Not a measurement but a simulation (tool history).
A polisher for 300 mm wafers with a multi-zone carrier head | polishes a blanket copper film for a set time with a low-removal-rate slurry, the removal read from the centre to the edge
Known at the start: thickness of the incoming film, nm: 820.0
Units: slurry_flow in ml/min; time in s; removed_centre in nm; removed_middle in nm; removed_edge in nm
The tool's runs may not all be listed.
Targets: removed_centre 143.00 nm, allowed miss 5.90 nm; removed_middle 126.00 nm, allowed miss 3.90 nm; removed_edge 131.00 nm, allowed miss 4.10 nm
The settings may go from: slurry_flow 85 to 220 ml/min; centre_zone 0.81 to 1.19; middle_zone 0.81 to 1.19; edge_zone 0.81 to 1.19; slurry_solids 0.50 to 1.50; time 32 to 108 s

run  hour  slurry_flow  centre_zone  middle_zone  edge_zone  slurry_solids  time  removed_centre  removed_middle  removed_edge
  1   0.0          140         1.00         1.00       1.00           1.00    70          196.74          193.46        205.03
  2   7.9          140         1.01         0.99       0.97           0.90    66          185.29          176.83        186.37
  3  10.6          170         1.01         0.99       0.97           0.90    66          191.27          181.84        189.68
  4  16.0          170         1.01         0.98       0.94           0.80    63          178.84          166.87        178.42
  5  21.6          165         1.02         0.99       0.92           0.75    60          167.87          159.29        161.68
  6  28.2          155         1.02         0.97       0.90           0.70    59          161.38          149.13        157.08
  7  34.7          155         1.02         0.97       0.90           0.70    59          164.99          148.41        157.65
  8  39.9          150         1.02         0.97       0.88           0.65    58          153.65          143.80        150.44
     48.4  -- edge zone pressure recalibrated
  9  48.4          145         1.03         0.97       0.87           0.60    58          153.10          140.10        142.22
 10  55.4          135         1.03         0.96       0.86           0.60    58          149.69          137.44        140.56
 11  56.6          130         1.03         0.95       0.86           0.60    58          149.05          137.70        140.13
 12  65.2          125         1.03         0.94       0.85           0.60    58          147.71          133.34        137.36
 13  71.0          120         1.03         0.93       0.85           0.60    58          147.65          129.74        137.04
 14  79.1          115         1.03         0.93       0.85           0.60    58          143.76          128.50        135.40

Which of these 5 next moves meets every target?
  A  87.2           95         1.07         0.96       0.83           0.55    60               ?               ?             ?
  B  87.2          105         1.00         0.92       0.87           0.70    58               ?               ?             ?
  C  87.2          120         0.94         0.95       0.83           0.55    61               ?               ?             ?
  D  87.2          130         1.11         1.00       0.81           0.60    53               ?               ?             ?
  E  87.2          120         0.99         0.94       0.90           0.55    59               ?               ?             ?

move  removed_centre  removed_middle  removed_edge
   A          144.74          127.16        131.61
   B          142.02          128.37        138.77
   C          139.53          137.15        140.09
   D          149.11          128.89        124.29
   E          142.19          131.44        139.78
A: meets every target
B: further off than the last run
C: further off than the last run
D: takes the result that was furthest off past its target
E: further off than the last run
Answer: A

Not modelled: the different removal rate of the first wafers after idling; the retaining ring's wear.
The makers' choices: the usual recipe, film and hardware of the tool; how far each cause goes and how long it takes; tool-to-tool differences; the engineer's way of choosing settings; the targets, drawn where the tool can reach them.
